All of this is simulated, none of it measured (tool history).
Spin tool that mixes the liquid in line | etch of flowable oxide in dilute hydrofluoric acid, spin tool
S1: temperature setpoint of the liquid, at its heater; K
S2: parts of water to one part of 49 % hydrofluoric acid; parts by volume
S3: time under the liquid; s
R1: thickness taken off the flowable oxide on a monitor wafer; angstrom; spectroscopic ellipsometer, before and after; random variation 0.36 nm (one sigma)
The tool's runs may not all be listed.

run 1 hour=0.0 | S1=294.15 S2=125 S3=40 | R1=187.40
run 2 hour=7.0 | S1=296.65 S2=105 S3=40 | R1=249.24
run 3 hour=12.1 | S1=298.65 S2=90 S3=40 | R1=322.52
run 4 hour=16.3 | S1=297.65 S2=90 S3=40 | R1=306.73
-- hour=18.4 thermometer replaced
run 5 hour=18.4 | S1=299.15 S2=85 S3=40 | R1=331.83
run 6 hour=26.0 | S1=301.15 S2=85 S3=40 | R1=360.28

The next listed run, before its measurement:
run 7 hour=33.2 | S1=301.65 S2=80 S3=40 | R1=?

Run 7 gave R1 390.67 angstrom.

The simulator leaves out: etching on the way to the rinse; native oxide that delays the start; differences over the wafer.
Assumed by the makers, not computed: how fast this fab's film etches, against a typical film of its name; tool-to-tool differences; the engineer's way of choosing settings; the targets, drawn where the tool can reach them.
